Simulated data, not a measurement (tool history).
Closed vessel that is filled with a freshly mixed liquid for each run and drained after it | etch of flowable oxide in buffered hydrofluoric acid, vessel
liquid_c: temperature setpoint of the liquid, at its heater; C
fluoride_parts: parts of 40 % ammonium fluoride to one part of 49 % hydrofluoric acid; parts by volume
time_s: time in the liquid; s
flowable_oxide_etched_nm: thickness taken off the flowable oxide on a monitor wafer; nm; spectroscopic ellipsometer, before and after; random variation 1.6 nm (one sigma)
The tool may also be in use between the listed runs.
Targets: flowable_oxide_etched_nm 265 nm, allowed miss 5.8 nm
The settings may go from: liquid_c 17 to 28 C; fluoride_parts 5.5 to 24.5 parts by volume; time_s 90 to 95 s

| run | hour | liquid_c | fluoride_parts | time_s | flowable_oxide_etched_nm |
|---|---|---|---|---|---|
| 1 | 0 | 20 | 15 | 90 | 119.1 |
| 2 | 2 | 20 | 17 | 90 | 104.02 |
| 3 | 8.8 | 20 | 19.5 | 90 | 90.731 |
| 4 | 14.4 | 20 | 22 | 90 | 82.666 |
| 5 | 17.3 | 22 | 18 | 90 | 110.34 |
| 6 | 20.8 | 23.5 | 15 | 90 | 142.03 |
| 7 | 28.6 | 24.5 | 13 | 90 | 175.04 |
| 8 | 30.5 | 25.5 | 12 | 90 | 197.47 |

Which of these 5 next moves meets every target?
| A | 32.4 | 22 | 11.5 | 90 | ? |
| B | 32.4 | 26 | 9.5 | 95 | ? |
| C | 32.4 | 22.5 | 7.5 | 95 | ? |
| D | 32.4 | 24.5 | 9.5 | 90 | ? |
| E | 32.4 | 23.5 | 7.5 | 90 | ? |

| move | flowable_oxide_etched_nm |
|---|---|
| A | 169.83 |
| B | 263.87 |
| C | 274.94 |
| D | 230.51 |
| E | 275.15 |
A: further off than the last run
B: meets every target
C: takes the result that was furthest off past its target
D: nearer than the last run, and not there yet
E: takes the result that was furthest off past its target
Move B is the one to make.
